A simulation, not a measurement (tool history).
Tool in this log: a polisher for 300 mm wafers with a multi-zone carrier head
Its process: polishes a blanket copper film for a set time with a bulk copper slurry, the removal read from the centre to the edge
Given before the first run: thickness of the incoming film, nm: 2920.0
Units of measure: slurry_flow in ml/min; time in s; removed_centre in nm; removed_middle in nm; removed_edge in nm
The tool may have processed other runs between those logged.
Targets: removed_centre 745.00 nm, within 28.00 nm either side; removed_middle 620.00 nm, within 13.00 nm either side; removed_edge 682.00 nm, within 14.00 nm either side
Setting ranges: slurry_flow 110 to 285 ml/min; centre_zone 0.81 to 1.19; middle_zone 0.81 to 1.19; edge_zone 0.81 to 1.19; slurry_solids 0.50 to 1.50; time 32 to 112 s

run  hour  slurry_flow  centre_zone  middle_zone  edge_zone  slurry_solids  time  removed_centre  removed_middle  removed_edge
  1   0.0          180         1.00         1.00       1.00           1.00    72          854.11          833.30        863.02
  2   6.9          170         1.01         0.95       0.95           0.85    72          828.63          775.25        809.41
  3  12.9          170         1.01         0.95       0.95           0.95    72          827.10          783.20        830.35
  4  18.9          160         1.02         0.91       0.92           0.80    72          815.05          718.36        782.76
  5  25.4          160         1.02         0.91       0.96           0.80    72          803.75          725.15        805.96
  6  26.0          150         1.02         0.89       0.92           0.70    72          797.09          684.71        768.09
  7  30.2          145         1.01         0.88       0.89           0.65    72          771.36          677.85        733.00
  8  33.9          115         1.03         0.81       0.84           0.60    72          697.31          580.83        688.13
  9  38.0          125         1.03         0.82       0.83           0.55    72          713.80          588.61        686.88
 10  44.7          135         1.03         0.83       0.83           0.55    72          741.10          610.66        689.87
     48.8  -- slurry nozzle cleaned
 11  48.8          135         1.03         0.83       0.82           0.55    72          824.58          661.17        737.54

Below are 5 possible settings for the next run. Only one of them brings all results inside the allowed miss of their targets. Which is it?
  A  52.9          130         0.84         0.85       0.90           0.90    70               ?               ?             ?
  B  52.9          120         1.02         0.84       0.81           0.60    68               ?               ?             ?
  C  52.9          150         1.02         0.82       0.87           0.55    75               ?               ?             ?
  D  52.9          115         0.95         0.99       0.81           0.60    68               ?               ?             ?
  E  52.9          110         0.99         0.97       0.85           0.50    71               ?               ?             ?

move  removed_centre  removed_middle  removed_edge
   A          674.00          700.46        782.29
   B          737.48          625.62        678.09
   C          858.02          708.20        795.09
   D          677.45          708.12        670.97
   E          711.19          702.43        694.98
A: the biggest miss grows against the last run
B: in spec on every target
C: the biggest miss grows against the last run
D: gets the furthest-off result to its target, but another result is out of tolerance
E: gets the furthest-off result to its target, but another result is out of tolerance
The move that meets every target is B.
